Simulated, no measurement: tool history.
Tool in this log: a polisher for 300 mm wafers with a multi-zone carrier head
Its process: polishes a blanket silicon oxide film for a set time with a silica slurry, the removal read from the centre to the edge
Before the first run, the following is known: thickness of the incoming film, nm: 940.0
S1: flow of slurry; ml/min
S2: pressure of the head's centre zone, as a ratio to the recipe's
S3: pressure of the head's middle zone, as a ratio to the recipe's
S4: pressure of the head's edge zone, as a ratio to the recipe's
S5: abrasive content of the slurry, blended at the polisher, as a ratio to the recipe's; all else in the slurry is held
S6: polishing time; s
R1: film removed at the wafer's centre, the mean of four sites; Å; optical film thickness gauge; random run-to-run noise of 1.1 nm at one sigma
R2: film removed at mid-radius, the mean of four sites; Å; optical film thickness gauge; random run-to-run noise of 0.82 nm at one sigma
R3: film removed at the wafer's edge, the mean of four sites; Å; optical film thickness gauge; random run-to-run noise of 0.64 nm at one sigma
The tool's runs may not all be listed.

{"run": 1, "day": 0.0, "S1": 295, "S2": 1.0, "S3": 1.0, "S4": 1.0, "S5": 1.0, "S6": 31, "R1": 1098.5, "R2": 1035.8, "R3": 1074.3}
{"run": 2, "day": 0.271, "S1": 295, "S2": 1.0, "S3": 1.0, "S4": 1.0, "S5": 1.0, "S6": 28, "R1": 961.68, "R2": 952.65, "R3": 950.09}
{"run": 3, "day": 0.329, "S1": 295, "S2": 0.99, "S3": 0.98, "S4": 0.96, "S5": 0.9, "S6": 28, "R1": 926.69, "R2": 893.99, "R3": 901.94}
{"run": 4, "day": 0.512, "S1": 295, "S2": 0.99, "S3": 0.98, "S4": 0.96, "S5": 0.8, "S6": 28, "R1": 862.66, "R2": 855.99, "R3": 861.27}
{"run": 5, "day": 0.588, "S1": 295, "S2": 1.07, "S3": 0.98, "S4": 0.96, "S5": 0.8, "S6": 28, "R1": 877.92, "R2": 838.35, "R3": 843.5}
{"run": 6, "day": 0.867, "S1": 290, "S2": 1.07, "S3": 0.98, "S4": 0.94, "S5": 0.75, "S6": 28, "R1": 886.14, "R2": 811.61, "R3": 818.01}

The next listed run, before its measurement:
{"run": 7, "day": 1.042, "S1": 285, "S2": 0.97, "S3": 0.99, "S4": 0.87, "S5": 0.6, "S6": 28, "R1": "?", "R2": "?", "R3": "?"}

Run 7 yielded R1 716.34 Å, R2 722.30 Å, R3 697.80 Å.
